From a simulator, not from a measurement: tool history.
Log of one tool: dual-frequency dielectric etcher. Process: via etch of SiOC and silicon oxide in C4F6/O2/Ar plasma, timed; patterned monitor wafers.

run  hour  source power (kW)  bias power (kW)  etch time (s)  mean etch depth across the wafer (nm)
  1   0.0              0.270            0.156           59.5                                 54.902
  2   0.7              0.280            0.156           59.5                                 55.352
  3   8.4              0.290            0.156           59.5                                 56.419
  4  11.3              0.290            0.140           59.5                                 54.822
  5  14.0              0.290            0.117           59.5                                 52.222
  6  19.0              0.290            0.117           59.5                                 51.871
  7  22.5              0.290            0.117           59.5                                 51.966

What will run 8 give?
  8  26.2              0.300            0.118           59.5                                      ?

{"run 8": {"mean etch depth across the wafer (nm)": 52.886}}
